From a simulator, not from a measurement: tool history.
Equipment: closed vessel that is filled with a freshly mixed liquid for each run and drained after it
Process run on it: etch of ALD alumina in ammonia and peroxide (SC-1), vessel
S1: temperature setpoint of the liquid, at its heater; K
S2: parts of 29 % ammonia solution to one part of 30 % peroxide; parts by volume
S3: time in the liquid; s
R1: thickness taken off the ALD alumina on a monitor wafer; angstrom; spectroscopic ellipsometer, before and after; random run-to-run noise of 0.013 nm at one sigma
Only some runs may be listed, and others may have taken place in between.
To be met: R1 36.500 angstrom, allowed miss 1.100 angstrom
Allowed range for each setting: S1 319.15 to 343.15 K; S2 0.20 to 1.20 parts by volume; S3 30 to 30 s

run  hour      S1    S2  S3      R1
  1   0.0  335.15  0.75  30  46.246
  2   1.6  334.65  0.75  30  45.379
  3   9.4  334.65  1.00  30  46.459
  4  11.9  334.15  1.00  30  45.088
  5  17.0  334.15  0.75  30  43.858
  6  19.5  334.15  0.55  30  42.558
  7  25.9  333.65  0.55  30  41.400
  8  33.1  333.15  0.55  30  40.352
  9  41.4  333.15  0.55  30  40.712
 10  45.4  333.15  0.55  30  40.453
 11  50.9  332.65  0.55  30  39.300

Of the 5 settings listed for the next run, only one would bring every result within its allowed miss of target. Which one?
  A  56.4  332.65  0.50  30   ?
  B  56.4  330.65  0.80  30   ?
  C  56.4  333.15  0.50  30   ?
  D  56.4  333.15  0.80  30   ?
  E  56.4  332.15  0.60  30   ?

move      R1
   A  39.027
   B  36.782
   C  40.043
   D  41.865
   E  38.694
A: better than the last run, though not everything is in spec
B: in spec on every target
C: its largest miss is bigger than the last run's
D: its largest miss is bigger than the last run's
E: better than the last run, though not everything is in spec
Move B is the one to make.

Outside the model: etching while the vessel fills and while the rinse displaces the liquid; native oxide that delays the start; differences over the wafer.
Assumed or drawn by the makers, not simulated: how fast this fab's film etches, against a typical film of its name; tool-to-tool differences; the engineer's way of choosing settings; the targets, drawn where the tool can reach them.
